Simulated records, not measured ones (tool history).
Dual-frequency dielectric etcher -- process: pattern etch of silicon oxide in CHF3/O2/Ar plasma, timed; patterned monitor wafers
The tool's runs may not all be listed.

run	hour	source power (W)	bias power (W)	etch time (s)	mean etch depth across the wafer (Å)
1	0	900	166	262	6534.2
2	4.5	900	182	262	6753.2
3	10.5	780	182	262	6335
4	11.6	780	210	262	6684.7
5	14.9	780	210	240	6168.4
6	17	930	210	240	6618.4
7	25.4	810	193	240	6046.1
8	34.3	740	187	240	5739.2
9	35.5	700	185	240	5567.8

Forecast run 10:
10	40.4	670	184	240	?

Run 10 came out at mean etch depth across the wafer (Å) 5482.

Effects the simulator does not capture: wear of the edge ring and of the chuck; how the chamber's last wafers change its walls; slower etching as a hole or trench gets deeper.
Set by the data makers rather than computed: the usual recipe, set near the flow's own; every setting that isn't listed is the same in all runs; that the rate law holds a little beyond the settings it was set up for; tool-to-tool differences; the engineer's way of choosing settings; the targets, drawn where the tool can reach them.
